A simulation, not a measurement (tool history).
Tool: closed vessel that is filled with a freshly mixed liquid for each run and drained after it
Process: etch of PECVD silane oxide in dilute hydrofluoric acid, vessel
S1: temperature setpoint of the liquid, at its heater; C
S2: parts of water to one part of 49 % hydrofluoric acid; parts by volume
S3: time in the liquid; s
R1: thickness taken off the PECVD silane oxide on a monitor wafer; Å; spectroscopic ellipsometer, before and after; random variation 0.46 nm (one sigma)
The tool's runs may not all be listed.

run  hour    S1  S2  S3      R1
  1     0    23  50  95   731.3
  2   2.7    21  50  95  681.31
  3   3.4    23  50  95  736.02
  4   5.5    23  40  95  930.07
  5   6.7    23  50  95  731.87
  6  11.8    23  35  95    1067
  7  18.4  21.5  35  95  1005.9

Run 8 comes next. What will it give?
  8  21.2  20.5  35  95   ?

{"run 8": {"R1": 965.27}}
